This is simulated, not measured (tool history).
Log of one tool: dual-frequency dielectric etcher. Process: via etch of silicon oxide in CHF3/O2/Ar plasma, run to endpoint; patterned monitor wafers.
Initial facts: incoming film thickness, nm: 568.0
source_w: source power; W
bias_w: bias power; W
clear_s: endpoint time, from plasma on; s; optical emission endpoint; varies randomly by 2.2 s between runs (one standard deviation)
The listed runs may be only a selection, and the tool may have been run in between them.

run    day  source_w  bias_w  clear_s
  1  0.000       510     127   352.57
  2  0.171       590     127   335.78
  3  0.221       530     127   343.34
  4  0.458       560     134   333.93
  5  0.829       600     134   331.16
  6  1.029       600     145   316.73
  7  1.142       620     148   313.02
  8  1.379       640     151   302.82

What will run 9 give?
  9  1.471       640     151        ?

clear_s: 303.07 s

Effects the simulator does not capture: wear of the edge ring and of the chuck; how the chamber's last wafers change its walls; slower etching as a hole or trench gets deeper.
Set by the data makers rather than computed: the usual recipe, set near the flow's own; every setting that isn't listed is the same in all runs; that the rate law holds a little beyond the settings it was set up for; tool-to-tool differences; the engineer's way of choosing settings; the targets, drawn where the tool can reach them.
